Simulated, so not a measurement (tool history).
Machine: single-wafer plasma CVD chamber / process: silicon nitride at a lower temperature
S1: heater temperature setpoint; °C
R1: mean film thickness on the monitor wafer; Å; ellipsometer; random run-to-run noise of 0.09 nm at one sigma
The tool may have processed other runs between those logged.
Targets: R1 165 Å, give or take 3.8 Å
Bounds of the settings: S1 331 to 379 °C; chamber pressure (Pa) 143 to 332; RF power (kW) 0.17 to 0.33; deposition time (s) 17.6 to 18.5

{"run": 1, "day": 0.0, "S1": 355, "chamber pressure (Pa)": 237, "RF power (kW)": 0.25, "deposition time (s)": 18.5, "R1": 185.78}
{"run": 2, "day": 0.217, "S1": 355, "chamber pressure (Pa)": 237, "RF power (kW)": 0.275, "deposition time (s)": 18.5, "R1": 198.24}
{"run": 3, "day": 0.525, "S1": 355, "chamber pressure (Pa)": 237, "RF power (kW)": 0.295, "deposition time (s)": 18.5, "R1": 206.59}
{"run": 4, "day": 0.762, "S1": 355, "chamber pressure (Pa)": 225, "RF power (kW)": 0.285, "deposition time (s)": 18.4, "R1": 196.41}
{"run": 5, "day": 1.079, "S1": 355, "chamber pressure (Pa)": 212, "RF power (kW)": 0.28, "deposition time (s)": 18.4, "R1": 192.95}
{"run": 6, "day": 1.275, "S1": 355, "chamber pressure (Pa)": 176, "RF power (kW)": 0.28, "deposition time (s)": 18.4, "R1": 187.27}
{"run": 7, "day": 1.579, "S1": 355, "chamber pressure (Pa)": 173, "RF power (kW)": 0.27, "deposition time (s)": 18.3, "R1": 180.66}
{"run": 8, "day": 1.792, "S1": 355, "chamber pressure (Pa)": 171, "RF power (kW)": 0.265, "deposition time (s)": 18.3, "R1": 178.88}
{"run": 9, "day": 2.15, "S1": 355, "chamber pressure (Pa)": 168, "RF power (kW)": 0.26, "deposition time (s)": 18.3, "R1": 176.43}
{"day": 2.267, "done": "thermocouple changed; heater temperature recalibrated"}
{"run": 10, "day": 2.267, "S1": 355, "chamber pressure (Pa)": 165, "RF power (kW)": 0.255, "deposition time (s)": 18.3, "R1": 174.53}

Pick the move, out of 4, that brings all results within their allowed miss; only one does.
{"run": "A", "day": 2.383, "S1": 361, "chamber pressure (Pa)": 157, "RF power (kW)": 0.25, "deposition time (s)": 18.5, "R1": "?"}
{"run": "B", "day": 2.383, "S1": 356, "chamber pressure (Pa)": 147, "RF power (kW)": 0.3, "deposition time (s)": 18.5, "R1": "?"}
{"run": "C", "day": 2.383, "S1": 361, "chamber pressure (Pa)": 228, "RF power (kW)": 0.27, "deposition time (s)": 17.6, "R1": "?"}
{"run": "D", "day": 2.383, "S1": 356, "chamber pressure (Pa)": 159, "RF power (kW)": 0.25, "deposition time (s)": 17.6, "R1": "?"}

move=A R1=173.59
move=B R1=189.08
move=C R1=184.95
move=D R1=165.73
A: closes in on the targets versus the last run, not all within tolerance yet
B: moves away from the targets compared with the last run
C: moves away from the targets compared with the last run
D: hits every target within its allowed miss
The right move is D.
